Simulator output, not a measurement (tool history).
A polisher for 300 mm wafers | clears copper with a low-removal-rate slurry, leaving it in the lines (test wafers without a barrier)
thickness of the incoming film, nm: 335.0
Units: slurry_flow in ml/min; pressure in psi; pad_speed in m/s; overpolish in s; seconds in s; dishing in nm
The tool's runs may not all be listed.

run 1 hour=0.0 | slurry_flow=305 pressure=3.5 pad_speed=1.14 slurry_solids=1.0 overpolish=18 | seconds=95.561 dishing=45.096
run 2 hour=2.5 | slurry_flow=305 pressure=3.5 pad_speed=1.14 slurry_solids=1.0 overpolish=21 | seconds=94.126 dishing=50.507
run 3 hour=6.8 | slurry_flow=305 pressure=3.3 pad_speed=1.14 slurry_solids=1.0 overpolish=22 | seconds=99.594 dishing=48.588
run 4 hour=14.8 | slurry_flow=305 pressure=3.3 pad_speed=1.14 slurry_solids=1.1 overpolish=22 | seconds=96.957 dishing=51.425
run 5 hour=16.9 | slurry_flow=305 pressure=3.1 pad_speed=1.12 slurry_solids=1.1 overpolish=23 | seconds=103.830 dishing=50.420
run 6 hour=25.3 | slurry_flow=250 pressure=3.1 pad_speed=1.12 slurry_solids=1.1 overpolish=23 | seconds=105.420 dishing=50.503

The next listed run, before its measurement:
run 7 hour=25.9 | slurry_flow=250 pressure=3.1 pad_speed=1.12 slurry_solids=1.1 overpolish=23 | seconds=? dishing=?

seconds: 107.910 s
dishing: 49.627 nm
